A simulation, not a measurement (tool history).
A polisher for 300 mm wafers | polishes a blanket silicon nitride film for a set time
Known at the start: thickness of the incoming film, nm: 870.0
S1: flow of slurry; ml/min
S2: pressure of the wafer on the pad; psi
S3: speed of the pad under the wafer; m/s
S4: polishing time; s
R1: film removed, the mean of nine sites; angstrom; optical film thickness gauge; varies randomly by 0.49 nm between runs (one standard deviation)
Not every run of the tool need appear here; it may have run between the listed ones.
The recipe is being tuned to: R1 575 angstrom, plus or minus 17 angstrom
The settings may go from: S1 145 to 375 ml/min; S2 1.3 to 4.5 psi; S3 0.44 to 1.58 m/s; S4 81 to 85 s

{"run": 1, "hour": 0.0, "S1": 240, "S2": 2.9, "S3": 1, "S4": 81, "R1": 1072}
{"run": 2, "hour": 2.3, "S1": 240, "S2": 2.9, "S3": 1, "S4": 81, "R1": 1086.4}
{"run": 3, "hour": 7.7, "S1": 240, "S2": 3.5, "S3": 1, "S4": 81, "R1": 1303.5}
{"run": 4, "hour": 13.0, "S1": 240, "S2": 3.5, "S3": 1, "S4": 81, "R1": 1294.4}
{"run": 5, "hour": 21.8, "S1": 240, "S2": 3.1, "S3": 1, "S4": 81, "R1": 1155.7}
{"run": 6, "hour": 22.8, "S1": 270, "S2": 3.1, "S3": 1, "S4": 81, "R1": 1144}
{"run": 7, "hour": 31.6, "S1": 270, "S2": 3.1, "S3": 1, "S4": 81, "R1": 1162.3}
{"run": 8, "hour": 33.9, "S1": 270, "S2": 2.8, "S3": 0.96, "S4": 81, "R1": 1019.1}
{"run": 9, "hour": 40.9, "S1": 270, "S2": 2.5, "S3": 0.94, "S4": 81, "R1": 892.82}
{"run": 10, "hour": 47.6, "S1": 270, "S2": 2.3, "S3": 0.94, "S4": 81, "R1": 825.72}
{"run": 11, "hour": 52.7, "S1": 255, "S2": 1.5, "S3": 0.92, "S4": 81, "R1": 543.04}
{"run": 12, "hour": 54.6, "S1": 260, "S2": 1.5, "S3": 0.92, "S4": 81, "R1": 541.71}
{"run": 13, "hour": 61.7, "S1": 265, "S2": 1.5, "S3": 0.92, "S4": 81, "R1": 539.67}
{"run": 14, "hour": 64.9, "S1": 270, "S2": 1.5, "S3": 0.92, "S4": 81, "R1": 547.38}
{"run": 15, "hour": 71.0, "S1": 275, "S2": 1.5, "S3": 0.92, "S4": 81, "R1": 542.44}
{"run": 16, "hour": 74.9, "S1": 275, "S2": 1.5, "S3": 0.92, "S4": 81, "R1": 552.37}
{"run": 17, "hour": 82.6, "S1": 280, "S2": 1.5, "S3": 0.92, "S4": 81, "R1": 552.13}

Consider the 5 candidate settings below. Which is the only one whose results all fall within their allowed miss of target?
{"run": "A", "hour": 90.3, "S1": 265, "S2": 1.4, "S3": 1.14, "S4": 84, "R1": "?"}
{"run": "B", "hour": 90.3, "S1": 315, "S2": 1.7, "S3": 0.78, "S4": 85, "R1": "?"}
{"run": "C", "hour": 90.3, "S1": 265, "S2": 1.5, "S3": 0.8, "S4": 81, "R1": "?"}
{"run": "D", "hour": 90.3, "S1": 285, "S2": 1.7, "S3": 0.88, "S4": 85, "R1": "?"}
{"run": "E", "hour": 90.3, "S1": 285, "S2": 1.8, "S3": 0.8, "S4": 85, "R1": "?"}

move=A R1=621.24
move=B R1=567.12
move=C R1=481.54
move=D R1=618.66
move=E R1=605.27
A: carries the result that was furthest off beyond its target, to the other side
B: all results in spec
C: misses by more than the last run did
D: carries the result that was furthest off beyond its target, to the other side
E: carries the result that was furthest off beyond its target, to the other side
Go with B: it meets all targets.
